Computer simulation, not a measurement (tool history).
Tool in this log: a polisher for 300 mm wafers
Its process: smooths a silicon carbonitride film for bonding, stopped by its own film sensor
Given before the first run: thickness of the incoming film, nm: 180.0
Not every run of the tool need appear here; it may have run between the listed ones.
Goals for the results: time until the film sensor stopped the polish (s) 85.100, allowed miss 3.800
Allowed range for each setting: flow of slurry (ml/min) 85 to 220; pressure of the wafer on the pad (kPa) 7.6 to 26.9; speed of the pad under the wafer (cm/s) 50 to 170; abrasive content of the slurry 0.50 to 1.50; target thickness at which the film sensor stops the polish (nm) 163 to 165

run  hour  flow of slurry (ml/min)  pressure of the wafer on the pad (kPa)  speed of the pad under the wafer (cm/s)  abrasive content of the slurry  target thickness at which the film sensor stops the polish (nm)  time until the film sensor stopped the polish (s)
  1   0.0                      140                                    17.2                                      110                            1.00                                                              163                                             56.373
  2   1.0                      125                                    17.2                                      110                            1.00                                                              163                                             56.921
  3   9.7                      125                                    17.2                                       98                            1.00                                                              163                                             62.274
  4  16.9                      125                                    16.5                                       98                            1.00                                                              163                                             65.166
  5  19.3                      125                                    15.9                                       98                            1.00                                                              163                                             66.391
  6  27.0                      125                                    15.2                                       98                            1.00                                                              163                                             71.515
  7  30.1                      125                                    13.8                                       98                            1.00                                                              163                                             77.162
  8  36.0                      125                                    13.1                                       98                            1.00                                                              163                                             81.126

5 candidate next runs follow, results not yet known. Just one meets every target within its allowed miss. Identify it.
  A  41.9                      125                                    14.5                                       96                            0.95                                                              164                                                  ?
  B  41.9                      110                                    15.2                                       84                            1.15                                                              163                                                  ?
  C  41.9                      150                                    14.5                                       80                            0.90                                                              164                                                  ?
  D  41.9                       90                                    15.2                                       78                            1.15                                                              165                                                  ?
  E  41.9                       95                                    14.5                                      102                            1.00                                                              163                                                  ?

move  time until the film sensor stopped the polish (s)
   A                                             73.218
   B                                             76.392
   C                                             84.571
   D                                             75.909
   E                                             77.237
A: its largest miss is bigger than the last run's
B: its largest miss is bigger than the last run's
C: every result lands within tolerance
D: its largest miss is bigger than the last run's
E: its largest miss is bigger than the last run's
Move C is the one to make.

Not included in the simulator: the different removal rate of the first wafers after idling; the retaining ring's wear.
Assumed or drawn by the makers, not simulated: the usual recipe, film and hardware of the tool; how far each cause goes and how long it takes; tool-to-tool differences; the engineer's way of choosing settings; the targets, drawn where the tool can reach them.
